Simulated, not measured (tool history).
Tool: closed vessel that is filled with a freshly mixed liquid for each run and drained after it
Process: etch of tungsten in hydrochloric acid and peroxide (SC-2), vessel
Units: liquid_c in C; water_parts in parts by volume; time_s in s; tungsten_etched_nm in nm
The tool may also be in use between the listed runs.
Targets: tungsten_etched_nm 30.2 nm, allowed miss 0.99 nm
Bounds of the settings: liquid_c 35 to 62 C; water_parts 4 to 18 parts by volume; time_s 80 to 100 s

{"run": 1, "day": 0.0, "liquid_c": 46, "water_parts": 10, "time_s": 100, "tungsten_etched_nm": 17.277}
{"run": 2, "day": 0.279, "liquid_c": 47, "water_parts": 10, "time_s": 100, "tungsten_etched_nm": 18.266}
{"run": 3, "day": 0.633, "liquid_c": 48, "water_parts": 10, "time_s": 100, "tungsten_etched_nm": 19.325}
{"run": 4, "day": 0.846, "liquid_c": 48, "water_parts": 10, "time_s": 100, "tungsten_etched_nm": 19.392}
{"run": 5, "day": 0.917, "liquid_c": 43.5, "water_parts": 10, "time_s": 100, "tungsten_etched_nm": 14.303}
{"run": 6, "day": 1.029, "liquid_c": 43.5, "water_parts": 7, "time_s": 100, "tungsten_etched_nm": 18.966}
{"run": 7, "day": 1.067, "liquid_c": 44.5, "water_parts": 7, "time_s": 100, "tungsten_etched_nm": 20.612}
{"run": 8, "day": 1.192, "liquid_c": 45.5, "water_parts": 7, "time_s": 100, "tungsten_etched_nm": 22.272}
{"run": 9, "day": 1.238, "liquid_c": 46, "water_parts": 7, "time_s": 100, "tungsten_etched_nm": 22.696}
{"run": 10, "day": 1.35, "liquid_c": 46.5, "water_parts": 7, "time_s": 100, "tungsten_etched_nm": 23.176}
{"run": 11, "day": 1.567, "liquid_c": 47, "water_parts": 7, "time_s": 100, "tungsten_etched_nm": 24.166}
{"run": 12, "day": 1.779, "liquid_c": 47.5, "water_parts": 7, "time_s": 100, "tungsten_etched_nm": 25.405}
{"run": 13, "day": 1.892, "liquid_c": 47.5, "water_parts": 7, "time_s": 100, "tungsten_etched_nm": 25.224}
{"run": 14, "day": 2.054, "liquid_c": 48, "water_parts": 7, "time_s": 100, "tungsten_etched_nm": 26.403}
{"run": 15, "day": 2.212, "liquid_c": 48.5, "water_parts": 7, "time_s": 100, "tungsten_etched_nm": 26.885}
{"run": 16, "day": 2.425, "liquid_c": 49.5, "water_parts": 7, "time_s": 100, "tungsten_etched_nm": 28.653}

Which of these 5 next moves meets every target?
{"run": "A", "day": 2.638, "liquid_c": 50, "water_parts": 6, "time_s": 85, "tungsten_etched_nm": "?"}
{"run": "B", "day": 2.638, "liquid_c": 52.5, "water_parts": 7, "time_s": 85, "tungsten_etched_nm": "?"}
{"run": "C", "day": 2.638, "liquid_c": 43.5, "water_parts": 4, "time_s": 95, "tungsten_etched_nm": "?"}
{"run": "D", "day": 2.638, "liquid_c": 42.5, "water_parts": 4, "time_s": 95, "tungsten_etched_nm": "?"}
{"run": "E", "day": 2.638, "liquid_c": 50, "water_parts": 5.5, "time_s": 80, "tungsten_etched_nm": "?"}

move=A tungsten_etched_nm=28.279
move=B tungsten_etched_nm=29.659
move=C tungsten_etched_nm=27.079
move=D tungsten_etched_nm=25.257
move=E tungsten_etched_nm=28.39
A: further off than the last run
B: meets every target
C: further off than the last run
D: further off than the last run
E: further off than the last run
The right move is B.
